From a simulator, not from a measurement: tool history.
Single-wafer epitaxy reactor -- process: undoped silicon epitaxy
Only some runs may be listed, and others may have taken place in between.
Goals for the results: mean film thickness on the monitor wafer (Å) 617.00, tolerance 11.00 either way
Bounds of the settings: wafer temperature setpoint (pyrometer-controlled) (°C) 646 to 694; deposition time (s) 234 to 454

run  hour  wafer temperature setpoint (pyrometer-controlled) (°C)  deposition time (s)  mean film thickness on the monitor wafer (Å)
  1   0.0                                                     670                  344                                        889.28
  2   7.2                                                     670                  321                                        835.09
  3  16.0                                                     670                  279                                        721.94
  4  22.4                                                     674                  279                                        778.54
  5  30.3                                                     671                  279                                        734.75
     37.0  -- pyrometer calibrated
  6  37.0                                                     681                  279                                        808.92
  7  45.4                                                     675                  278                                        713.58
  8  53.2                                                     671                  277                                        649.81

Next run, 5 choices. One meets every target within its allowed miss, the rest don't. Which?
  A  61.0                                                     672                  293                                             ?
  B  61.0                                                     675                  261                                             ?
  C  61.0                                                     665                  295                                             ?
  D  61.0                                                     683                  234                                             ?
  E  61.0                                                     670                  289                                             ?

move  mean film thickness on the monitor wafer (Å)
   A                                        706.46
   B                                        667.67
   C                                        618.66
   D                                        699.74
   E                                        669.72
A: further off than the last run
B: further off than the last run
C: every result lands within tolerance
D: further off than the last run
E: further off than the last run
So the answer is move C, the one that meets all the targets.

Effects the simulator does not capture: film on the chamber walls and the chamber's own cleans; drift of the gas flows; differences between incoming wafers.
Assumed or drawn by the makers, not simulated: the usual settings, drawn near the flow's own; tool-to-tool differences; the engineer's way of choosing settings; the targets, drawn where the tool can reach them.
